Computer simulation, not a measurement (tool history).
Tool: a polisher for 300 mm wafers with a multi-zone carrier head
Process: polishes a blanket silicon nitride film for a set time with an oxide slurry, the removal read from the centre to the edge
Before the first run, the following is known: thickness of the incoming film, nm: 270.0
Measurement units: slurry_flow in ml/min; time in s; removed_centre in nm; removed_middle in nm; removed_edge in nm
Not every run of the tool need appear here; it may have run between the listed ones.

Run 1, day 0.000: slurry_flow 145 ml/min, centre_zone 1.00, middle_zone 1.00, edge_zone 1.00, slurry_solids 1.00, time 40 s. Result: removed_centre 27.720 nm, removed_middle 28.722 nm, removed_edge 28.535 nm.
Run 2, day 0.371: slurry_flow 145 ml/min, centre_zone 1.00, middle_zone 1.00, edge_zone 1.00, slurry_solids 0.85, time 40 s. Result: removed_centre 26.192 nm, removed_middle 26.879 nm, removed_edge 26.770 nm.
Run 3, day 0.550: slurry_flow 145 ml/min, centre_zone 1.00, middle_zone 1.00, edge_zone 1.00, slurry_solids 0.85, time 43 s. Result: removed_centre 28.661 nm, removed_middle 28.922 nm, removed_edge 28.762 nm.
Run 4, day 0.592: slurry_flow 135 ml/min, centre_zone 0.99, middle_zone 0.99, edge_zone 0.98, slurry_solids 0.85, time 43 s. Result: removed_centre 28.014 nm, removed_middle 28.418 nm, removed_edge 28.217 nm.
Run 5, day 0.746: slurry_flow 130 ml/min, centre_zone 0.97, middle_zone 0.98, edge_zone 0.96, slurry_solids 0.85, time 43 s. Result: removed_centre 26.730 nm, removed_middle 28.174 nm, removed_edge 27.676 nm.
Run 6, day 0.925: slurry_flow 130 ml/min, centre_zone 0.97, middle_zone 0.98, edge_zone 0.96, slurry_solids 0.75, time 43 s. Result: removed_centre 25.557 nm, removed_middle 26.540 nm, removed_edge 26.555 nm.
Run 7, day 1.138: slurry_flow 125 ml/min, centre_zone 0.97, middle_zone 0.98, edge_zone 0.95, slurry_solids 0.75, time 43 s. Result: removed_centre 25.434 nm, removed_middle 26.230 nm, removed_edge 26.402 nm.
Run 8, day 1.500: slurry_flow 120 ml/min, centre_zone 0.97, middle_zone 0.98, edge_zone 0.94, slurry_solids 0.75, time 43 s. Result: removed_centre 24.983 nm, removed_middle 26.161 nm, removed_edge 25.979 nm.
Run 9, day 1.642: slurry_flow 115 ml/min, centre_zone 0.97, middle_zone 0.98, edge_zone 0.93, slurry_solids 0.75, time 43 s. Result: removed_centre 24.942 nm, removed_middle 25.902 nm, removed_edge 25.759 nm.

Forecast run 10:
Run 10, day 1.892: slurry_flow 110 ml/min, centre_zone 0.97, middle_zone 0.98, edge_zone 0.92, slurry_solids 0.75, time 43 s. Result: removed_centre ?, removed_middle ?, removed_edge ?.

{"run 10": {"removed_centre": 24.444, "removed_middle": 25.803, "removed_edge": 25.807}}

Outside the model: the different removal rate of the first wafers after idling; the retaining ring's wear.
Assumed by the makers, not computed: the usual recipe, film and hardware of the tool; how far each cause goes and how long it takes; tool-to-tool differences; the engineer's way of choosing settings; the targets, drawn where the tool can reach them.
